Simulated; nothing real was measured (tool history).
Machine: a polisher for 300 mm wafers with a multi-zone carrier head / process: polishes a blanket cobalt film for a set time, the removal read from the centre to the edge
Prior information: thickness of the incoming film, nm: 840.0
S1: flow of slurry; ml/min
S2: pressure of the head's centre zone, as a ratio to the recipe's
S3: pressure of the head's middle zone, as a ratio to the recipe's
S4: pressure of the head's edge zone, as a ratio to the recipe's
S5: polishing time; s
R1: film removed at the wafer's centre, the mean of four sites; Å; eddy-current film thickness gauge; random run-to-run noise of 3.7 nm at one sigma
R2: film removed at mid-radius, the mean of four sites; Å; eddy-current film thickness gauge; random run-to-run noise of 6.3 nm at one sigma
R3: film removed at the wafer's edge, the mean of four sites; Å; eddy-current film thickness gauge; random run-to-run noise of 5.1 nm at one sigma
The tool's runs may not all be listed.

| run | hour | S1 | S2 | S3 | S4 | S5 | R1 | R2 | R3 |
|---|---|---|---|---|---|---|---|---|---|
| 1 | 0 | 220 | 1 | 1 | 1 | 54 | 3618.2 | 3570.3 | 3500.4 |
| 2 | 5.4 | 230 | 1.03 | 1.03 | 1.02 | 55 | 3779.1 | 3676.5 | 3597.2 |
| 3 | 8.8 | 255 | 1.03 | 1.03 | 1.02 | 55 | 3783.4 | 3710.2 | 3686.6 |
| 4 | 14.8 | 255 | 1.05 | 1.05 | 1.01 | 57 | 4029.4 | 3988.2 | 3849.2 |
| 5 | 21.3 | 255 | 1.05 | 1.05 | 1.1 | 57 | 4094.4 | 3938.6 | 3928.4 |
| 6 | 22.4 | 255 | 1.01 | 1.05 | 1.1 | 57 | 3860.6 | 4061.4 | 3928.7 |
| 7 | 23 | 255 | 1.04 | 1.08 | 1.1 | 58 | 4093.7 | 4066.1 | 4020.8 |
| 8 | 27.6 | 265 | 1.06 | 1.1 | 1.06 | 59 | 4267 | 4208.8 | 3976.2 |
| 9 | 28.3 | 270 | 1.07 | 1.12 | 1.06 | 60 | 4382 | 4417.2 | 4053.3 |
| 10 | 33.3 | 275 | 1.08 | 1.13 | 1.07 | 61 | 4475.9 | 4404.5 | 4189.6 |
| 11 | 42.2 | 275 | 1.09 | 1.14 | 1.06 | 62 | 4612.9 | 4619.8 | 4225.3 |

For run 12, what comes out?
| 12 | 51.1 | 280 | 1.1 | 1.15 | 1.06 | 62 | ? | ? | ? |

R1: 4641 Å
R2: 4716.4 Å
R3: 4261 Å
